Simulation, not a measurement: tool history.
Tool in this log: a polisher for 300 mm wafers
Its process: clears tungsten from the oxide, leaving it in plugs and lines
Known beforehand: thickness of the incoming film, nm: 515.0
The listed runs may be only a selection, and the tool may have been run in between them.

| run | hour | flow of slurry (ml/min) | pressure of the wafer on the pad (psi) | speed of the pad under the wafer (m/s) | abrasive content of the slurry | overpolish time after the end point (s) | time until the end point was called (s) |
|---|---|---|---|---|---|---|---|
| 1 | 0.0 | 305 | 4.1 | 1.22 | 1.0 | 13 | 96.747 |
| 2 | 6.0 | 305 | 4.1 | 1.22 | 1.2 | 13 | 91.945 |
| 3 | 14.5 | 305 | 4.1 | 0.98 | 1.2 | 13 | 114.970 |
| 4 | 16.0 | 275 | 4.1 | 0.98 | 1.2 | 13 | 113.780 |
| 5 | 20.5 | 275 | 4.6 | 1.02 | 1.2 | 13 | 101.130 |
| 6 | 27.3 | 275 | 5.0 | 1.08 | 1.2 | 13 | 87.323 |
| 7 | 27.9 | 275 | 5.3 | 1.12 | 1.2 | 13 | 82.691 |
| 8 | 31.3 | 275 | 5.5 | 1.18 | 1.2 | 13 | 76.858 |
| 9 | 37.7 | 275 | 5.7 | 1.24 | 1.2 | 13 | 71.042 |
| 10 | 39.1 | 275 | 5.8 | 1.28 | 1.2 | 13 | 68.084 |
| 11 | 46.6 | 275 | 5.9 | 1.30 | 1.2 | 13 | 65.038 |
| 12 | 54.5 | 275 | 6.0 | 1.32 | 1.2 | 13 | 64.135 |
| 13 | 58.3 | 275 | 6.1 | 1.34 | 1.2 | 13 | 62.799 |
| 14 | 64.7 | 275 | 6.1 | 1.36 | 1.2 | 13 | 62.014 |

Run 15 is up next; what results do you expect?
|  | 66.4 | slurry blender recalibrated |
| 15 | 66.4 | 275 | 6.1 | 1.38 | 1.2 | 13 | ? |

Run 15 produced time until the end point was called (s) 52.148.

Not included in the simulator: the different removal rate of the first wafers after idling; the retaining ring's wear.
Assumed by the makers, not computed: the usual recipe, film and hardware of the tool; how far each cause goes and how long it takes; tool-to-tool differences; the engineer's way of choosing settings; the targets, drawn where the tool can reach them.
